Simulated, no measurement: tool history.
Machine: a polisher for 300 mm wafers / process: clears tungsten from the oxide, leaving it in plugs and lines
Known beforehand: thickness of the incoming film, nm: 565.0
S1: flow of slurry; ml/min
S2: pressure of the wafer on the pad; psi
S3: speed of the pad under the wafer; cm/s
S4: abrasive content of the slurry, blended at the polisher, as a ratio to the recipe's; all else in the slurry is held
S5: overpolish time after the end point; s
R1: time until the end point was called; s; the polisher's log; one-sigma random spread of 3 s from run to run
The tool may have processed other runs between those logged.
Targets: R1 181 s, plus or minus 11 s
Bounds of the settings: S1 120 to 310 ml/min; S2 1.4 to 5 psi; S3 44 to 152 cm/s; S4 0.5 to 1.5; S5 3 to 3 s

{"run": 1, "hour": 0.0, "S1": 200, "S2": 3.2, "S3": 98, "S4": 1, "S5": 3, "R1": 131.41}
{"run": 2, "hour": 6.0, "S1": 200, "S2": 3.1, "S3": 98, "S4": 1, "S5": 3, "R1": 135.02}
{"run": 3, "hour": 8.1, "S1": 155, "S2": 3.1, "S3": 98, "S4": 1, "S5": 3, "R1": 144.78}
{"run": 4, "hour": 10.1, "S1": 155, "S2": 3, "S3": 98, "S4": 1, "S5": 3, "R1": 148.45}
{"run": 5, "hour": 14.0, "S1": 195, "S2": 3, "S3": 98, "S4": 1, "S5": 3, "R1": 140.25}
{"run": 6, "hour": 18.0, "S1": 215, "S2": 3, "S3": 98, "S4": 1, "S5": 3, "R1": 142.7}
{"run": 7, "hour": 24.4, "S1": 215, "S2": 2.9, "S3": 98, "S4": 1, "S5": 3, "R1": 144.7}
{"run": 8, "hour": 27.4, "S1": 215, "S2": 2.8, "S3": 98, "S4": 1, "S5": 3, "R1": 152.31}
{"run": 9, "hour": 32.0, "S1": 215, "S2": 2.7, "S3": 98, "S4": 1, "S5": 3, "R1": 158.15}
{"run": 10, "hour": 39.3, "S1": 215, "S2": 2.5, "S3": 98, "S4": 1, "S5": 3, "R1": 167.73}

Exercise: of the 4 proposed moves below, exactly one satisfies all targets within the stated allowed misses. Which move is it?
{"run": "A", "hour": 46.6, "S1": 130, "S2": 2.7, "S3": 116, "S4": 0.95, "S5": 3, "R1": "?"}
{"run": "B", "hour": 46.6, "S1": 210, "S2": 2.5, "S3": 96, "S4": 0.9, "S5": 3, "R1": "?"}
{"run": "C", "hour": 46.6, "S1": 215, "S2": 2.7, "S3": 96, "S4": 1.15, "S5": 3, "R1": "?"}
{"run": "D", "hour": 46.6, "S1": 200, "S2": 2.9, "S3": 98, "S4": 0.95, "S5": 3, "R1": "?"}

move=A R1=146.3
move=B R1=175.71
move=C R1=152.58
move=D R1=148.43
A: the biggest miss grows against the last run
B: every result lands within tolerance
C: the biggest miss grows against the last run
D: the biggest miss grows against the last run
B meets every target.

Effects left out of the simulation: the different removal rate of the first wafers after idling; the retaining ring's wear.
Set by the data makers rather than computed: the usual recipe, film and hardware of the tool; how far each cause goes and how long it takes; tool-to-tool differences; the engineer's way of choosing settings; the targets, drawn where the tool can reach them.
